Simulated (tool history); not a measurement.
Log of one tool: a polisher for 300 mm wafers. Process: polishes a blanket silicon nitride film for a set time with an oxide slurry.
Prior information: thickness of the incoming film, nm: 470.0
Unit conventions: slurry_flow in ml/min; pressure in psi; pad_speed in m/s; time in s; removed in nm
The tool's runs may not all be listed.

run    day  slurry_flow  pressure  pad_speed  slurry_solids  time  removed
  1  0.000          290       4.5       0.94            1.0   112   87.498
  2  0.254          290       4.5       0.94            1.0   118   90.329
  3  0.592          290       4.5       0.94            1.0   118   94.363
  4  0.846          290       4.1       0.94            1.0   118   84.162
  5  0.921          290       3.8       0.94            1.0   118   80.246
  6  0.979          315       3.8       0.94            1.0   118   79.745
  7  1.054          315       3.5       0.94            1.0   118   73.439

What does the tool deliver on the next run?
  8  1.396          315       3.3       0.94            1.0   118        ?

removed: 70.341 nm
